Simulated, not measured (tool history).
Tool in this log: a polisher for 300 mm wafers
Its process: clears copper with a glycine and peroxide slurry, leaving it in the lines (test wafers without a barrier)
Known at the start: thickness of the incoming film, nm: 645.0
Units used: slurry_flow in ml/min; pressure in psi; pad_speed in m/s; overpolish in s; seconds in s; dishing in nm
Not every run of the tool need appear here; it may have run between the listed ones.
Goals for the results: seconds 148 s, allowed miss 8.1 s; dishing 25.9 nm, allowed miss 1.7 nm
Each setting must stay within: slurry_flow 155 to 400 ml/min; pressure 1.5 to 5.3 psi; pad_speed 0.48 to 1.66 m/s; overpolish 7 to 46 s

run	hour	slurry_flow	pressure	pad_speed	overpolish	seconds	dishing
1	0	255	3.4	1.06	24	87.387	64.675
2	5	255	4.2	1.06	24	72.209	67.663
3	7.1	255	4.2	1.06	15	70.805	56.318
4	9.5	245	3.9	1.04	14	76.428	53.129
5	15.9	235	3.6	1.02	13	85.291	48.039
6	16.8	225	3.3	1.02	12	89.926	45.379
7	23.6	215	3.1	1	11	100.67	39.845
8	25.8	210	2.9	1	11	103.87	39.735
9	30	205	2.7	1	11	112.64	36.849
10	35	200	2.6	1	11	114.13	34.547
11	38.5	195	2.5	1	11	120.84	34.776
12	40.3	190	2.4	1	11	124.46	34.939
13	46	185	2.3	1.02	11	127.27	33.965
14	49.5	155	1.5	1.12	7	174.9	18.49
15	56.8	170	1.5	1.1	7	166.3	18.403
16	63.1	170	1.6	1.08	7	165.67	18.855
17	68.7	170	1.7	1.06	7	158.39	19.597
18	76.6	170	1.8	1.04	7	154.59	20.209
19	80.6	170	1.8	1.02	7	155.14	19.444
20	86.2	170	1.8	1.04	7	152.97	20.202
21	90	170	1.9	1.04	18	152.83	40.545
22	94	180	1.9	1.06	18	145.3	44.829
23	96.1	180	1.9	1.06	18	147.92	43.285

Consider the 5 candidate settings below. Which is the only one whose results all fall within their allowed miss of target?
A	98.2	225	1.5	1.2	27	?	?
B	98.2	155	2.1	0.98	7	?	?
C	98.2	325	1.5	1.24	12	?	?
D	98.2	190	1.7	1.12	9	?	?
E	98.2	175	1.9	0.96	26	?	?

move	seconds	dishing
A	155.87	50.607
B	149.42	20.851
C	146.23	31.993
D	153.02	24.985
E	160.24	50.233
A: its largest miss is bigger than the last run's
B: carries the result that was furthest off beyond its target, to the other side
C: nearer than the last run, and not there yet
D: all results land within tolerance of their targets
E: its largest miss is bigger than the last run's
Correct choice: D, which meets every target
